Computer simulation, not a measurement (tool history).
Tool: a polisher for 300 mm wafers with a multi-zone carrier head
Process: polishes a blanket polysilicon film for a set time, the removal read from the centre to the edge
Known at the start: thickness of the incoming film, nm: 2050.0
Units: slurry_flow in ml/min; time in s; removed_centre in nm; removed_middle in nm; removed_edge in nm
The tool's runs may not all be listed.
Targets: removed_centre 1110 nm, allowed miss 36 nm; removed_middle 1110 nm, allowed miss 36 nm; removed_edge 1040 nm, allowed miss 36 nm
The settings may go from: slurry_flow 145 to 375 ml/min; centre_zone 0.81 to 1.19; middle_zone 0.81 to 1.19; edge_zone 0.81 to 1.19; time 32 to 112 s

| run | hour | slurry_flow | centre_zone | middle_zone | edge_zone | time | removed_centre | removed_middle | removed_edge |
|---|---|---|---|---|---|---|---|---|---|
| 1 | 0 | 240 | 1 | 1 | 1 | 72 | 753.2 | 738.85 | 743.91 |
| 2 | 8.6 | 240 | 1 | 1.03 | 1 | 72 | 749.25 | 737 | 755.29 |
| 3 | 10 | 250 | 1.01 | 1.05 | 0.99 | 75 | 777.82 | 786.84 | 774.47 |
| 4 | 11.2 | 250 | 1.01 | 1.05 | 0.99 | 59 | 613.64 | 630.6 | 625.97 |
| 5 | 14.7 | 255 | 1.02 | 1.07 | 1 | 63 | 683.17 | 677.3 | 661.89 |
| 6 | 20.1 | 255 | 0.94 | 1.07 | 1 | 63 | 626.01 | 687.17 | 664.52 |
| 7 | 25.6 | 260 | 0.95 | 1.08 | 1.01 | 67 | 675.91 | 731.22 | 699.3 |
| 8 | 28.9 | 265 | 0.96 | 1.09 | 1.02 | 71 | 723.26 | 794.53 | 734.92 |
| 9 | 30.3 | 265 | 1.06 | 1.05 | 1.12 | 91 | 1024.6 | 971.29 | 1021.3 |
|  | 33 | worn pad replaced by a new one |
| 10 | 33 | 265 | 1.06 | 1.05 | 1.12 | 91 | 1145.7 | 1080.9 | 1156 |
| 11 | 34.1 | 265 | 1.06 | 1.06 | 1.1 | 91 | 1105 | 1100.4 | 1118.7 |
| 12 | 42.3 | 265 | 1.06 | 1.06 | 1.1 | 91 | 1127.6 | 1097.8 | 1116.8 |

Which of these 4 next moves meets every target?
| A | 50.5 | 235 | 1.03 | 1.06 | 0.92 | 94 | ? | ? | ? |
| B | 50.5 | 275 | 1.19 | 1.12 | 1 | 79 | ? | ? | ? |
| C | 50.5 | 320 | 1.02 | 1.19 | 0.92 | 85 | ? | ? | ? |
| D | 50.5 | 295 | 1.03 | 1.1 | 1.07 | 91 | ? | ? | ? |

| move | removed_centre | removed_middle | removed_edge |
|---|---|---|---|
| A | 1117.6 | 1131.7 | 1047.9 |
| B | 1091.2 | 1012.4 | 926.61 |
| C | 1036.6 | 1164.8 | 967.62 |
| D | 1110 | 1156.6 | 1109.2 |
A: meets every target
B: takes the result that was furthest off past its target
C: takes the result that was furthest off past its target
D: nearer than the last run, and not there yet
Answer: A
